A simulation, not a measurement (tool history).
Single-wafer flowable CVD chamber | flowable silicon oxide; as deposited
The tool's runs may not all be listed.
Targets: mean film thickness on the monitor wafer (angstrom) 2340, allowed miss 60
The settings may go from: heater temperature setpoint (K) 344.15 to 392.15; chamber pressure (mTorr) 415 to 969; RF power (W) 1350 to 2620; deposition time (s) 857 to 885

| run | hour | heater temperature setpoint (K) | chamber pressure (mTorr) | RF power (W) | deposition time (s) | mean film thickness on the monitor wafer (angstrom) |
|---|---|---|---|---|---|---|
| 1 | 0 | 368.15 | 692 | 1985 | 857 | 5021.3 |
| 2 | 4.2 | 379.15 | 692 | 1985 | 857 | 3404.1 |
| 3 | 7.1 | 381.15 | 692 | 1985 | 857 | 3173.3 |
| 4 | 15.8 | 383.15 | 692 | 1985 | 857 | 2963.5 |
| 5 | 18.1 | 384.15 | 692 | 1985 | 857 | 2837.9 |
| 6 | 20.8 | 385.15 | 692 | 1985 | 857 | 2802.3 |
| 7 | 28.8 | 386.15 | 692 | 1985 | 857 | 2687.5 |
| 8 | 34.6 | 387.15 | 692 | 1985 | 857 | 2615.8 |
| 9 | 40.1 | 388.15 | 692 | 1985 | 857 | 2505 |
| 10 | 45.4 | 389.15 | 692 | 1985 | 857 | 2438 |

5 next moves are on the table. One of them brings every result within its allowed miss. Which?
| A | 50.7 | 389.15 | 667 | 1725 | 860 | ? |
| B | 50.7 | 386.15 | 629 | 2300 | 857 | ? |
| C | 50.7 | 390.15 | 650 | 2060 | 885 | ? |
| D | 50.7 | 388.15 | 664 | 2410 | 857 | ? |
| E | 50.7 | 391.15 | 726 | 1985 | 885 | ? |

| move | mean film thickness on the monitor wafer (angstrom) |
|---|---|
| A | 2234.9 |
| B | 2556.8 |
| C | 2322.6 |
| D | 2544.9 |
| E | 2473.6 |
A: takes the result that was furthest off past its target
B: further off than the last run
C: meets every target
D: further off than the last run
E: further off than the last run
Move C is the one to make.
